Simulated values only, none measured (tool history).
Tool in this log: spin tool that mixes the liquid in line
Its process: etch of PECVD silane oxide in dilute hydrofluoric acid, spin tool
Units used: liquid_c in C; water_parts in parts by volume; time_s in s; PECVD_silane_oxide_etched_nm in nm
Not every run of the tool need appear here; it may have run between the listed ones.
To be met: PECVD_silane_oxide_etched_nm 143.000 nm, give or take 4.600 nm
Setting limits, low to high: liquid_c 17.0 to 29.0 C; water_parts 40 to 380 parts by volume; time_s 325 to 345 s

run  hour  liquid_c  water_parts  time_s  PECVD_silane_oxide_etched_nm
  1   0.0      21.0          210     325                        70.717
  2   8.6      23.5          185     325                        92.340
  3  12.3      25.0          175     325                       102.270
  4  19.9      26.0          165     325                       117.020
  5  21.2      26.0          215     325                        81.541
  6  26.2      26.0          255     325                        67.777
  7  30.0      27.0          220     325                        83.478
  8  33.7      27.5          195     325                        98.106
  9  38.6      29.0          130     325                       169.540
 10  43.8      28.0          130     325                       162.430
 11  52.2      27.0          130     325                       156.690
 12  54.4      26.5          130     325                       152.980
 13  61.2      26.0          130     325                       150.540
 14  66.0      25.5          130     325                       148.120

Below are 5 possible settings for the next run. Only one of them brings all results inside the allowed miss of their targets. Which is it?
  A  70.8      26.0          130     325                             ?
  B  70.8      26.5          130     325                             ?
  C  70.8      29.0          150     325                             ?
  D  70.8      27.5          135     325                             ?
  E  70.8      24.5          125     330                             ?

move  PECVD_silane_oxide_etched_nm
   A                       148.880
   B                       151.730
   C                       140.670
   D                       150.760
   E                       149.330
A: misses by more than the last run did
B: misses by more than the last run did
C: every result within its allowed miss
D: misses by more than the last run did
E: misses by more than the last run did
The right move is C.
